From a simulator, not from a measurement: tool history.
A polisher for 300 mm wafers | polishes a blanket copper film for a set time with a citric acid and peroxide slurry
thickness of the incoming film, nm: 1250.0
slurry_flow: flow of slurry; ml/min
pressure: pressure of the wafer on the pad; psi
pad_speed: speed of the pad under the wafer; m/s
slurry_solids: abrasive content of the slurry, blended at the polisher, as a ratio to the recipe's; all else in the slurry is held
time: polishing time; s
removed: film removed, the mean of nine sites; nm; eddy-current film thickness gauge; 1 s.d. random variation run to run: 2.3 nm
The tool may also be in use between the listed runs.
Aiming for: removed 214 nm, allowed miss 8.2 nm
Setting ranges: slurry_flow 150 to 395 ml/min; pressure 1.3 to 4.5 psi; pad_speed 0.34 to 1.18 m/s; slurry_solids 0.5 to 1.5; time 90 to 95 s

Run 1, hour 0: slurry_flow 250 ml/min, pressure 2.9 psi, pad_speed 0.76 m/s, slurry_solids 1, time 90 s. Result: removed 125.33 nm.
Run 2, hour 2.2: slurry_flow 250 ml/min, pressure 2.9 psi, pad_speed 0.76 m/s, slurry_solids 1, time 90 s. Result: removed 126.55 nm.
Run 3, hour 3.7: slurry_flow 250 ml/min, pressure 2.5 psi, pad_speed 0.76 m/s, slurry_solids 1, time 90 s. Result: removed 113.3 nm.
Run 4, hour 9.4: slurry_flow 250 ml/min, pressure 3 psi, pad_speed 0.78 m/s, slurry_solids 1, time 90 s. Result: removed 132.13 nm.
Run 5, hour 11.9: slurry_flow 250 ml/min, pressure 3 psi, pad_speed 0.78 m/s, slurry_solids 1, time 95 s. Result: removed 140.98 nm.
Run 6, hour 15.4: slurry_flow 250 ml/min, pressure 3 psi, pad_speed 0.78 m/s, slurry_solids 1.1, time 95 s. Result: removed 142.34 nm.
Run 7, hour 22.2: slurry_flow 255 ml/min, pressure 3.8 psi, pad_speed 0.8 m/s, slurry_solids 1.1, time 95 s. Result: removed 178.27 nm.
Run 8, hour 26: slurry_flow 255 ml/min, pressure 4 psi, pad_speed 0.8 m/s, slurry_solids 1.1, time 95 s. Result: removed 180.32 nm.
Run 9, hour 30.4: slurry_flow 255 ml/min, pressure 4.1 psi, pad_speed 0.82 m/s, slurry_solids 1.1, time 95 s. Result: removed 190.07 nm.
Run 10, hour 30.9: slurry_flow 255 ml/min, pressure 4.2 psi, pad_speed 0.82 m/s, slurry_solids 1.1, time 95 s. Result: removed 193.7 nm.
Run 11, hour 38.8: slurry_flow 255 ml/min, pressure 4.3 psi, pad_speed 0.82 m/s, slurry_solids 1.1, time 95 s. Result: removed 198.03 nm.

Consider the 4 candidate settings below. Which is the only one whose results all fall within their allowed miss of target?
Run A, hour 46.7: slurry_flow 260 ml/min, pressure 4.5 psi, pad_speed 0.92 m/s, slurry_solids 1.4, time 95 s. Result: removed ?.
Run B, hour 46.7: slurry_flow 220 ml/min, pressure 4.5 psi, pad_speed 0.98 m/s, slurry_solids 0.9, time 95 s. Result: removed ?.
Run C, hour 46.7: slurry_flow 180 ml/min, pressure 4.4 psi, pad_speed 0.78 m/s, slurry_solids 1.3, time 90 s. Result: removed ?.
Run D, hour 46.7: slurry_flow 240 ml/min, pressure 4.4 psi, pad_speed 0.86 m/s, slurry_solids 1.15, time 95 s. Result: removed ?.

move  removed
   A   243.64
   B   238.37
   C   184.57
   D   215.37
A: pushes the last run's worst result past its target
B: pushes the last run's worst result past its target
C: misses by more than the last run did
D: every result within its allowed miss
The right move is D.
